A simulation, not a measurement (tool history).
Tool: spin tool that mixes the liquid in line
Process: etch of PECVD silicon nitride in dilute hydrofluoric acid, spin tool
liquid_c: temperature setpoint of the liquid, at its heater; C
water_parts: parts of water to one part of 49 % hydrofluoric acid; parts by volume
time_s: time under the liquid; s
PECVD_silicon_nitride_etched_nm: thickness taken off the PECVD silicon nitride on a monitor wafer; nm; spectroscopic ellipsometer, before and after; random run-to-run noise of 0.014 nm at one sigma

run	day	liquid_c	water_parts	time_s	PECVD_silicon_nitride_etched_nm
1	0	25	245	75	1.1298
2	0.117	25	275	75	1.0179
3	0.375	27	275	75	1.1213
4	0.604	28.5	275	75	1.2484
5	0.746	25	275	75	1.0089
6	0.771	27	275	75	1.117
7	0.85	28.5	275	75	1.2665
8	1.008	29.5	275	75	1.2993
9	1.038	30.5	275	75	1.3873

Run 10 has not been measured yet. What should we expect?
10	1.4	31	275	75	?

Run 10 came out at PECVD_silicon_nitride_etched_nm 1.4252 nm.
